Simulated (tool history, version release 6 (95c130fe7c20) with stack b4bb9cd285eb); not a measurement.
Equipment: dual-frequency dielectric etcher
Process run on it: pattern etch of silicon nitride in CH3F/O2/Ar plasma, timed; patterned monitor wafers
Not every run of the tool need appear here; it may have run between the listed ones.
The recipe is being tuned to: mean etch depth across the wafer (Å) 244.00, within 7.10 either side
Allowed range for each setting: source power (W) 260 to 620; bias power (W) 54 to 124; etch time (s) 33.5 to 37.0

run  hour  source power (W)  bias power (W)  etch time (s)  mean etch depth across the wafer (Å)
  1   0.0               440              89           37.0                                289.06
  2   2.8               440              96           37.0                                296.04
  3   8.5               500              96           37.0                                306.97
  4   9.7               500             108           37.0                                319.23
  5  16.2               530             108           37.0                                322.82
  6  18.7               490             108           37.0                                315.05
  7  20.7               450             101           36.0                                293.87
  8  25.5               420              97           35.5                                279.64
  9  28.0               400              95           35.0                                273.43
 10  35.6               380              93           34.5                                264.15
 11  36.5               370              92           34.5                                261.61

Consider the 4 candidate settings below. Which is the only one whose results all fall within their allowed miss of target?
  A  37.4               390              99           36.0                                     ?
  B  37.4               470              83           33.5                                     ?
  C  37.4               370              82           33.5                                     ?
  D  37.4               400              88           36.0                                     ?

move  mean etch depth across the wafer (Å)
   A                                281.56
   B                                259.50
   C                                243.02
   D                                272.48
A: lands further from the targets than the last run did
B: closer than the last run, but not yet in spec
C: in spec on every target
D: lands further from the targets than the last run did
Go with C: it meets all targets.

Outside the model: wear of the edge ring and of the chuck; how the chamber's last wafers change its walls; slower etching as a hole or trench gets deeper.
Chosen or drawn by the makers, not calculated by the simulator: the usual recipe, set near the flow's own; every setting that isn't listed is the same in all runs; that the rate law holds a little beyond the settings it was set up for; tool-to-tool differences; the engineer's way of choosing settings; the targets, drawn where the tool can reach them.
